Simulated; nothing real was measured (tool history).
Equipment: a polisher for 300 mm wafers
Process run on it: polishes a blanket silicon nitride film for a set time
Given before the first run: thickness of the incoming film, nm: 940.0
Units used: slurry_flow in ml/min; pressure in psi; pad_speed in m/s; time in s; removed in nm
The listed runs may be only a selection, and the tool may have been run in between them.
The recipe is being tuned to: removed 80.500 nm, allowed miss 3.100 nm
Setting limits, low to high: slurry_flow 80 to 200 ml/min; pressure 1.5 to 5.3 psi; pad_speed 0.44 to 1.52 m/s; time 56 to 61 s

run,hour,slurry_flow,pressure,pad_speed,time,removed
1,0.0,130,3.4,0.98,61,106.480
2,8.6,125,3.2,0.98,61,101.930
3,9.8,145,3.2,0.98,61,102.500
4,15.8,145,3.0,0.98,61,98.863
5,24.1,145,3.0,1.18,61,110.580
6,32.3,145,3.0,1.18,56,100.520
7,35.9,145,2.8,1.18,56,93.812
8,39.8,140,2.7,1.18,56,90.802
9,48.2,135,2.6,1.18,56,88.227
10,49.4,135,2.5,1.18,56,86.513

Below are 5 possible settings for the next run. Only one of them brings all results inside the allowed miss of their targets. Which is it?
A,50.6,140,2.4,1.22,61,?
B,50.6,170,2.7,1.14,56,?
C,50.6,125,2.5,1.30,59,?
D,50.6,115,2.2,1.14,61,?
E,50.6,160,2.4,1.16,61,?

move,removed
A,89.900
B,89.121
C,92.713
D,78.036
E,88.254
A: its largest miss is bigger than the last run's
B: its largest miss is bigger than the last run's
C: its largest miss is bigger than the last run's
D: in spec on every target
E: its largest miss is bigger than the last run's
The right move is D.
